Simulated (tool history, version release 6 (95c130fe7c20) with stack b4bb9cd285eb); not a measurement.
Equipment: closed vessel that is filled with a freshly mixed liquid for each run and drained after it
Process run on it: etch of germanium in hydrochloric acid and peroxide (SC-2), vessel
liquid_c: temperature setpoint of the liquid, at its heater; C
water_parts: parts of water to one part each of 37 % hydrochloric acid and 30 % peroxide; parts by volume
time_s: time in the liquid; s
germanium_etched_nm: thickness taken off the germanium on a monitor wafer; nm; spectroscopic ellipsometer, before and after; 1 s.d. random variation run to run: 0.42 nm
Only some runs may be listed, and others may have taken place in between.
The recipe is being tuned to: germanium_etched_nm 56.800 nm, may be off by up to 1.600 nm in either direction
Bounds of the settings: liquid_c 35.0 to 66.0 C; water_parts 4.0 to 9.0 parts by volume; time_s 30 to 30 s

run 1 hour=0.0 | liquid_c=50.0 water_parts=5.0 time_s=30 | germanium_etched_nm=68.328
run 2 hour=7.2 | liquid_c=50.0 water_parts=5.0 time_s=30 | germanium_etched_nm=68.153
run 3 hour=10.9 | liquid_c=48.0 water_parts=5.0 time_s=30 | germanium_etched_nm=64.182
run 4 hour=17.9 | liquid_c=46.5 water_parts=5.0 time_s=30 | germanium_etched_nm=62.182
run 5 hour=20.9 | liquid_c=45.5 water_parts=5.0 time_s=30 | germanium_etched_nm=58.982
run 6 hour=22.9 | liquid_c=51.0 water_parts=5.0 time_s=30 | germanium_etched_nm=70.592
run 7 hour=23.9 | liquid_c=49.0 water_parts=5.0 time_s=30 | germanium_etched_nm=65.493
run 8 hour=32.3 | liquid_c=47.5 water_parts=5.0 time_s=30 | germanium_etched_nm=62.039
run 9 hour=37.2 | liquid_c=46.5 water_parts=5.0 time_s=30 | germanium_etched_nm=60.265
run 10 hour=40.3 | liquid_c=46.0 water_parts=5.0 time_s=30 | germanium_etched_nm=60.124
run 11 hour=42.2 | liquid_c=45.5 water_parts=5.0 time_s=30 | germanium_etched_nm=58.785

Of the 4 settings listed for the next run, only one would bring every result within its allowed miss of target. Which one?
run A hour=44.1 | liquid_c=46.5 water_parts=4.5 time_s=30 | germanium_etched_nm=?
run B hour=44.1 | liquid_c=46.5 water_parts=5.5 time_s=30 | germanium_etched_nm=?
run C hour=44.1 | liquid_c=44.5 water_parts=4.5 time_s=30 | germanium_etched_nm=?
run D hour=44.1 | liquid_c=47.5 water_parts=5.5 time_s=30 | germanium_etched_nm=?

move=A germanium_etched_nm=61.296
move=B germanium_etched_nm=61.055
move=C germanium_etched_nm=57.307
move=D germanium_etched_nm=63.113
A: moves away from the targets compared with the last run
B: moves away from the targets compared with the last run
C: meets every target
D: moves away from the targets compared with the last run
C meets every target.
